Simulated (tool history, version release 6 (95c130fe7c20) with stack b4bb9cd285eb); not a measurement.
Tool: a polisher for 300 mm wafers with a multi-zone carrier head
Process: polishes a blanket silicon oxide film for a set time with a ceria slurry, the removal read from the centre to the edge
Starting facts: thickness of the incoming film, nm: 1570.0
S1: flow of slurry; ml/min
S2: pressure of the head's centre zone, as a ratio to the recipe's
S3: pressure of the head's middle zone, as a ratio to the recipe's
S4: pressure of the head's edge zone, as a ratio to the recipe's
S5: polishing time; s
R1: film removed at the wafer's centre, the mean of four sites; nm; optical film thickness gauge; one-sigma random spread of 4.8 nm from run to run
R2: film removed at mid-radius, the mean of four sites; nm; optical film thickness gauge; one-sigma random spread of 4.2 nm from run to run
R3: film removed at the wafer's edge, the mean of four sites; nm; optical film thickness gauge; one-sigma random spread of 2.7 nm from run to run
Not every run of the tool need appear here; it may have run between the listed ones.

| run | hour | S1 | S2 | S3 | S4 | S5 | R1 | R2 | R3 |
|---|---|---|---|---|---|---|---|---|---|
| 1 | 0 | 275 | 1 | 1 | 1 | 86 | 561.57 | 582.3 | 578.52 |
| 2 | 6.5 | 270 | 1 | 0.97 | 0.97 | 76 | 497.55 | 504.78 | 502.6 |
| 3 | 10.3 | 270 | 1 | 0.97 | 0.97 | 84 | 556.41 | 555.71 | 555.55 |
| 4 | 15.1 | 270 | 0.94 | 0.97 | 0.97 | 84 | 524.95 | 554.76 | 556.35 |
| 5 | 19.4 | 270 | 0.94 | 0.97 | 0.93 | 84 | 522.23 | 548.52 | 538.74 |
| 6 | 22.7 | 270 | 0.94 | 0.97 | 1.01 | 84 | 527.12 | 555.82 | 566.75 |
| 7 | 28.2 | 265 | 0.95 | 0.94 | 0.97 | 75 | 467.68 | 485.37 | 494.08 |
| 8 | 34.1 | 260 | 0.96 | 0.91 | 0.94 | 69 | 430.51 | 426.37 | 448.09 |
| 9 | 41.1 | 260 | 0.97 | 0.9 | 0.91 | 65 | 405.99 | 394.27 | 412.61 |

Estimate the outcome of run 10 from the log above:
| 10 | 44.2 | 260 | 0.97 | 0.9 | 0.89 | 63 | ? | ? | ? |

R1: 408.86 nm
R2: 384.49 nm
R3: 399.03 nm
